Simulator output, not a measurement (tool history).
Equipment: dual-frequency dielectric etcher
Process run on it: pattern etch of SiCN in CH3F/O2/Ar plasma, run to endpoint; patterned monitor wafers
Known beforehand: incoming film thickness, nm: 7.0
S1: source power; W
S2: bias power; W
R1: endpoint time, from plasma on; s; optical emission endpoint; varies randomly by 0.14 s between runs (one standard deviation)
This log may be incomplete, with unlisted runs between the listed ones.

| run | hour | S1 | S2 | R1 |
|---|---|---|---|---|
| 1 | 0.0 | 280 | 85 | 21.146 |
| 2 | 6.5 | 280 | 72 | 22.178 |
| 3 | 9.4 | 310 | 72 | 21.523 |
| 4 | 14.8 | 320 | 76 | 20.685 |
| 5 | 21.0 | 320 | 69 | 21.686 |
| 6 | 25.4 | 320 | 61 | 22.031 |
| 7 | 27.4 | 330 | 67 | 21.705 |

Run 8 comes next. What will it give?
| 8 | 35.6 | 340 | 73 | ? |

Run 8 produced R1 20.800 s.
